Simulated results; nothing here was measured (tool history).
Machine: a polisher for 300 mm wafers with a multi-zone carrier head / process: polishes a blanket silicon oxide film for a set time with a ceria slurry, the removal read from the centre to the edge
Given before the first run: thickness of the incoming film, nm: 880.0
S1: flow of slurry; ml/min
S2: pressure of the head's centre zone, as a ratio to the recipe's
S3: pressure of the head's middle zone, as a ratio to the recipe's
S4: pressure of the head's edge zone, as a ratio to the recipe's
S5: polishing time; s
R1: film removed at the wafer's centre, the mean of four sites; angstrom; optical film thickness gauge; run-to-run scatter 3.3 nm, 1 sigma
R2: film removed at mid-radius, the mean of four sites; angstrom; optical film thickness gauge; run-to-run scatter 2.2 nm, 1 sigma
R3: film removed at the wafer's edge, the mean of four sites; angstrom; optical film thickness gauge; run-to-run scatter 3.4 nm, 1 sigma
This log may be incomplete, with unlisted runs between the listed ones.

run	hour	S1	S2	S3	S4	S5	R1	R2	R3
1	0.0	155	1.00	1.00	1.00	47	2488.9	2478.8	2554.5
2	6.8	160	1.00	1.02	1.02	48	2513.5	2604.8	2616.0
3	15.7	165	1.00	1.03	1.04	49	2627.9	2719.3	2661.5
4	21.0	165	0.99	1.03	1.04	50	2554.3	2748.7	2767.8
5	22.8	170	0.99	1.04	1.05	51	2689.2	2816.8	2807.1
6	25.6	170	0.99	1.04	1.05	58	3086.3	3240.1	3186.8
7	30.6	170	0.98	1.04	1.05	58	2953.0	3228.3	3222.3

Estimate the outcome of run 8 from the log above:
8	36.8	175	0.97	1.06	1.04	58	?	?	?

{"run 8": {"R1": 3021.8, "R2": 3367.3, "R3": 3207.6}}
